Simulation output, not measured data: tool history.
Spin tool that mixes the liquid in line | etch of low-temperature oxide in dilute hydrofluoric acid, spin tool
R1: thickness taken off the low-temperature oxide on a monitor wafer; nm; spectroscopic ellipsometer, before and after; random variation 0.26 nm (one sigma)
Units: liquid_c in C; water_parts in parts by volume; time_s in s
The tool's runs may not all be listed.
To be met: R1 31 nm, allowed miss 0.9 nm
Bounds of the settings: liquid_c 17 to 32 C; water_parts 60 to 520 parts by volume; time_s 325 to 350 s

Run 1, hour 0: liquid_c 24 C, water_parts 290 parts by volume, time_s 325 s. Result: R1 17.782 nm.
Run 2, hour 7: liquid_c 26.5 C, water_parts 265 parts by volume, time_s 325 s. Result: R1 21.702 nm.
Run 3, hour 8.8: liquid_c 28 C, water_parts 250 parts by volume, time_s 325 s. Result: R1 24.219 nm.
Run 4, hour 10: liquid_c 28 C, water_parts 250 parts by volume, time_s 325 s. Result: R1 24.583 nm.
Run 5, hour 14.7: liquid_c 26.5 C, water_parts 250 parts by volume, time_s 325 s. Result: R1 23.432 nm.
Run 6, hour 22.5: liquid_c 26.5 C, water_parts 160 parts by volume, time_s 325 s. Result: R1 39.732 nm.
Run 7, hour 29.3: liquid_c 24 C, water_parts 165 parts by volume, time_s 325 s. Result: R1 34.97 nm.
At hour 30.4: hydrofluoric acid flow meter replaced.
Run 8, hour 30.4: liquid_c 21 C, water_parts 170 parts by volume, time_s 325 s. Result: R1 26.868 nm.
Run 9, hour 35: liquid_c 22 C, water_parts 170 parts by volume, time_s 325 s. Result: R1 27.825 nm.
Run 10, hour 35.5: liquid_c 22.5 C, water_parts 170 parts by volume, time_s 325 s. Result: R1 28.771 nm.
Run 11, hour 43.6: liquid_c 23 C, water_parts 170 parts by volume, time_s 325 s. Result: R1 28.964 nm.

4 next moves are on the table. One of them brings every result within its allowed miss. Which?
Run A, hour 51.7: liquid_c 22 C, water_parts 165 parts by volume, time_s 350 s. Result: R1 ?.
Run B, hour 51.7: liquid_c 21.5 C, water_parts 180 parts by volume, time_s 335 s. Result: R1 ?.
Run C, hour 51.7: liquid_c 27.5 C, water_parts 215 parts by volume, time_s 325 s. Result: R1 ?.
Run D, hour 51.7: liquid_c 22.5 C, water_parts 180 parts by volume, time_s 325 s. Result: R1 ?.

move      R1
   A  31.521
   B  26.702
   C  26.037
   D  26.916
A: meets every target
B: further off than the last run
C: further off than the last run
D: further off than the last run
Answer: A
